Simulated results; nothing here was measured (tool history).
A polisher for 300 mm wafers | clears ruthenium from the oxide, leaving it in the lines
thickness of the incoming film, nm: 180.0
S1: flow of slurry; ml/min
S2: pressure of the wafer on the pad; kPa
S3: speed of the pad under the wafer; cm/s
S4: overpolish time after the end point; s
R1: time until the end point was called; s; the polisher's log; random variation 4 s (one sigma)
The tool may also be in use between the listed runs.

| run | hour | S1 | S2 | S3 | S4 | R1 |
|---|---|---|---|---|---|---|
| 1 | 0 | 240 | 15.9 | 112 | 8 | 147.35 |
| 2 | 7.5 | 265 | 15.9 | 112 | 8 | 141.93 |
| 3 | 12.8 | 265 | 15.2 | 112 | 8 | 144.9 |
| 4 | 21.8 | 265 | 13.8 | 112 | 8 | 159.37 |
| 5 | 26.2 | 260 | 13.1 | 112 | 8 | 165.2 |
| 6 | 29.5 | 260 | 12.4 | 112 | 8 | 170.8 |
| 7 | 34.2 | 260 | 12.4 | 112 | 8 | 167.35 |

Run 8 comes next. What will it give?
| 8 | 36.5 | 260 | 11.7 | 112 | 8 | ? |

{"run 8": {"R1": 181.37}}
